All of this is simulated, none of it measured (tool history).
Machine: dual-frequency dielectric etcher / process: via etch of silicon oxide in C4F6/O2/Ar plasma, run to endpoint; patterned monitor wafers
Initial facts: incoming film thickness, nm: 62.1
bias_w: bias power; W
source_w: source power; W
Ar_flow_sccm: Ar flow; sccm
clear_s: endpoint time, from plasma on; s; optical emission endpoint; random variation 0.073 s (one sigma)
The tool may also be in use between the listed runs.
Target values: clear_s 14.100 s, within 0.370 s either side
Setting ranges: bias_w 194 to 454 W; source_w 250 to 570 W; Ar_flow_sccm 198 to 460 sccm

Run 1, hour 0.0: bias_w 324 W, source_w 410 W, Ar_flow_sccm 329 sccm. Result: clear_s 15.909 s.
Run 2, hour 1.5: bias_w 347 W, source_w 420 W, Ar_flow_sccm 327 sccm. Result: clear_s 15.478 s.
Run 3, hour 9.5: bias_w 366 W, source_w 430 W, Ar_flow_sccm 325 sccm. Result: clear_s 14.916 s.
Run 4, hour 11.5: bias_w 328 W, source_w 430 W, Ar_flow_sccm 325 sccm. Result: clear_s 15.630 s.
Run 5, hour 17.1: bias_w 348 W, source_w 440 W, Ar_flow_sccm 323 sccm. Result: clear_s 15.146 s.
Run 6, hour 21.6: bias_w 348 W, source_w 440 W, Ar_flow_sccm 356 sccm. Result: clear_s 15.216 s.
Run 7, hour 23.3: bias_w 363 W, source_w 450 W, Ar_flow_sccm 355 sccm. Result: clear_s 14.907 s.
Run 8, hour 31.5: bias_w 374 W, source_w 460 W, Ar_flow_sccm 354 sccm. Result: clear_s 14.707 s.
Run 9, hour 33.2: bias_w 383 W, source_w 470 W, Ar_flow_sccm 353 sccm. Result: clear_s 14.544 s.

Of the 4 settings listed for the next run, only one would bring every result within its allowed miss of target. Which one?
Run A, hour 34.9: bias_w 448 W, source_w 540 W, Ar_flow_sccm 377 sccm. Result: clear_s ?.
Run B, hour 34.9: bias_w 454 W, source_w 520 W, Ar_flow_sccm 316 sccm. Result: clear_s ?.
Run C, hour 34.9: bias_w 374 W, source_w 520 W, Ar_flow_sccm 346 sccm. Result: clear_s ?.
Run D, hour 34.9: bias_w 345 W, source_w 480 W, Ar_flow_sccm 390 sccm. Result: clear_s ?.

move  clear_s
   A   13.169
   B   13.052
   C   14.009
   D   15.024
A: moves the result that the last run missed by most past its target, out the other side
B: moves the result that the last run missed by most past its target, out the other side
C: all results land within tolerance of their targets
D: lands further from the targets than the last run did
The move that meets every target is C.

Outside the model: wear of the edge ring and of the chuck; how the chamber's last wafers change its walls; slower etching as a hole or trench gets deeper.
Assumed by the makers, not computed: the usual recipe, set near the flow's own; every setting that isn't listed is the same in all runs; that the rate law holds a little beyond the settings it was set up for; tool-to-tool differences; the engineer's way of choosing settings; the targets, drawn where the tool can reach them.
